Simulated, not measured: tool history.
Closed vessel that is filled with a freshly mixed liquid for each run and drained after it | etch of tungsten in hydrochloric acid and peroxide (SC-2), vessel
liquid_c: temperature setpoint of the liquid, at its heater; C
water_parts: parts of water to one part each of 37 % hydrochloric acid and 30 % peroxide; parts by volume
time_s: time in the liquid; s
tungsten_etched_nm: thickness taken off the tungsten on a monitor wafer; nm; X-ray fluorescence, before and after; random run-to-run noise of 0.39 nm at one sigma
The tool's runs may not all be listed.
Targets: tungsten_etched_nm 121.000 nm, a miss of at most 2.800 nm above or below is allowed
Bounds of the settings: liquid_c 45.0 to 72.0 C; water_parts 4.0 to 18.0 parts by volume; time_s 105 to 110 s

run  hour  liquid_c  water_parts  time_s  tungsten_etched_nm
  1   0.0      61.0         10.0     105              52.798
  2   6.4      63.5          9.5     105              64.419
  3   8.7      66.5          9.5     105              77.328
  4  12.2      68.0          9.0     105              88.318
  5  21.5      69.0          9.0     105              93.680
  6  24.0      65.5          9.0     105              76.443
     26.8  -- chemicals flow meter replaced
  7  26.8      72.0          8.0     105             132.700
  8  32.8      71.5          8.0     105             128.160
  9  35.1      71.5          8.0     105             128.760
 10  41.7      71.0          8.0     105             125.230

Of the 4 settings listed for the next run, only one would bring every result within its allowed miss of target. Which one?
  A  48.3      67.0          7.0     110                   ?
  B  48.3      66.0          6.0     110                   ?
  C  48.3      69.5          8.5     110                   ?
  D  48.3      70.5          7.5     105                   ?

move  tungsten_etched_nm
   A             114.440
   B             121.200
   C             113.890
   D             127.470
A: pushes the last run's worst result past its target
B: every result within its allowed miss
C: pushes the last run's worst result past its target
D: further off than the last run
The right move is B.
